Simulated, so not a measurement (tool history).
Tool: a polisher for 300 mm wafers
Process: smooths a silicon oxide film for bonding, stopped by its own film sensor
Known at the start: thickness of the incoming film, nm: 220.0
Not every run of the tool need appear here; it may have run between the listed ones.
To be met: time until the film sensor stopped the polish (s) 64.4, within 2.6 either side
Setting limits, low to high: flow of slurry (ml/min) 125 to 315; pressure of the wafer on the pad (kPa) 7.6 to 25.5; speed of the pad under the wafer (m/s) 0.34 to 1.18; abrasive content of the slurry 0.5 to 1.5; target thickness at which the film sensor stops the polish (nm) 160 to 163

run  hour  flow of slurry (ml/min)  pressure of the wafer on the pad (kPa)  speed of the pad under the wafer (m/s)  abrasive content of the slurry  target thickness at which the film sensor stops the polish (nm)  time until the film sensor stopped the polish (s)
  1     0                      205                                    16.5                                    0.76                               1                                                              163                                              80.62
  2   0.6                      205                                    16.5                                    0.76                            1.15                                                              163                                             77.581
  3   8.9                      205                                    16.5                                    0.76                            1.15                                                              160                                             84.409
  4  11.4                      240                                    16.5                                    0.76                            1.15                                                              160                                             80.391
  5  17.9                      245                                    17.2                                    0.76                            1.15                                                              160                                             78.826
  6  22.1                      245                                    17.9                                    0.76                            1.15                                                              160                                             74.491
  7  24.2                      250                                    19.3                                    0.76                            1.15                                                              160                                             71.547
  8    25                      255                                    20.7                                    0.76                            1.15                                                              160                                             68.027

Pick the move, out of 4, that brings all results within their allowed miss; only one does.
  A  25.8                      275                                    20.7                                    0.74                            1.15                                                              163                                                  ?
  B  25.8                      265                                    18.6                                    0.74                            1.15                                                              161                                                  ?
  C  25.8                      250                                      20                                    0.72                             1.1                                                              161                                                  ?
  D  25.8                      250                                    18.6                                    0.78                             1.1                                                              161                                                  ?

move  time until the film sensor stopped the polish (s)
   A                                             64.727
   B                                             73.227
   C                                             71.912
   D                                             71.832
A: meets every target
B: its largest miss is bigger than the last run's
C: its largest miss is bigger than the last run's
D: its largest miss is bigger than the last run's
Go with A: it meets all targets.
